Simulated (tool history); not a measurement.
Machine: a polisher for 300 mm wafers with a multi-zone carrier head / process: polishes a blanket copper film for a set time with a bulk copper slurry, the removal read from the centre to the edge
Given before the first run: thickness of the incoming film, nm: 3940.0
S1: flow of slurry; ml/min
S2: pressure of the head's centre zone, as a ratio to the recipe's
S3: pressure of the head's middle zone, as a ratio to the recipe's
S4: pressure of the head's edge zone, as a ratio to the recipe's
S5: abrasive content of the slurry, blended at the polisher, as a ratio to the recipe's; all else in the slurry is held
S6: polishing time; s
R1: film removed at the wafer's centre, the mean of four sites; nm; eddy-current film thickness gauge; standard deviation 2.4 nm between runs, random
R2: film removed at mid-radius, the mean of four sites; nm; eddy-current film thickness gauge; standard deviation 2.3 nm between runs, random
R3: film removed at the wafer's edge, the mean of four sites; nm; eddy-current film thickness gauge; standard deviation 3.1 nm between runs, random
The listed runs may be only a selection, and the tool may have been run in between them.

run,hour,S1,S2,S3,S4,S5,S6,R1,R2,R3
1,0,185,1,1,1,1,32,477.62,459.7,501.6
2,5.9,180,0.99,0.97,0.98,0.9,29,411.31,402.11,426.02
3,13.3,170,1,0.94,1,0.85,27,376.09,348.89,391.2
4,14.8,160,1,0.91,0.99,0.8,26,359.17,314.16,368.04
5,20.4,160,1,0.91,0.99,0.8,29,397.41,358.79,411.35
6,26.1,155,0.99,0.89,0.98,0.75,27,348.55,318.49,373.86
7,33.8,150,1,0.88,0.96,0.7,26,337.04,298.39,348.05
8,36,120,0.93,0.81,0.88,0.5,22,216.29,194.63,243.18

What does the tool deliver on the next run?
9,38.2,140,0.94,0.81,0.88,0.5,22,?,?,?

R1: 226.92 nm
R2: 203.59 nm
R3: 242.55 nm
